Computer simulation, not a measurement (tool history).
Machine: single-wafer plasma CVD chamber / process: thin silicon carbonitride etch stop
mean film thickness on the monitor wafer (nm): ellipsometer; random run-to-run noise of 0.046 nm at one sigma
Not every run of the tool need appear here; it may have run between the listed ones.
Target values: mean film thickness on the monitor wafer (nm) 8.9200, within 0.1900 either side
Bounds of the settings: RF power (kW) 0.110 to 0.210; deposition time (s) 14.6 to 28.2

| run | hour | RF power (kW) | deposition time (s) | mean film thickness on the monitor wafer (nm) |
|---|---|---|---|---|
| 1 | 0.0 | 0.160 | 21.4 | 11.4860 |
| 2 | 1.1 | 0.155 | 20.9 | 11.0170 |
| 3 | 2.5 | 0.150 | 20.5 | 10.5900 |
| 4 | 9.3 | 0.135 | 20.5 | 10.1340 |
| 5 | 11.7 | 0.125 | 20.5 | 10.0110 |
|  | 13.1 | thermocouple changed; heater temperature recalibrated |
| 6 | 13.1 | 0.125 | 20.3 | 9.7109 |
| 7 | 19.2 | 0.125 | 20.2 | 9.7375 |
| 8 | 27.9 | 0.125 | 20.1 | 9.7270 |
| 9 | 35.8 | 0.125 | 20.0 | 9.6912 |
| 10 | 40.4 | 0.125 | 19.9 | 9.4973 |
| 11 | 46.9 | 0.125 | 19.8 | 9.4914 |
| 12 | 47.4 | 0.125 | 19.7 | 9.5418 |
| 13 | 55.8 | 0.125 | 19.6 | 9.4885 |
| 14 | 56.8 | 0.125 | 19.5 | 9.4931 |
| 15 | 58.3 | 0.125 | 19.4 | 9.3490 |
| 16 | 60.2 | 0.120 | 19.2 | 9.0939 |

Consider the 5 candidate settings below. Which is the only one whose results all fall within their allowed miss of target?
| A | 62.1 | 0.135 | 18.9 | ? |
| B | 62.1 | 0.110 | 21.2 | ? |
| C | 62.1 | 0.115 | 20.7 | ? |
| D | 62.1 | 0.110 | 19.5 | ? |
| E | 62.1 | 0.130 | 19.1 | ? |

| move | mean film thickness on the monitor wafer (nm) |
|---|---|
| A | 9.3854 |
| B | 9.6728 |
| C | 9.6254 |
| D | 8.8972 |
| E | 9.3423 |
A: lands further from the targets than the last run did
B: lands further from the targets than the last run did
C: lands further from the targets than the last run did
D: every result within its allowed miss
E: lands further from the targets than the last run did
The right move is D.
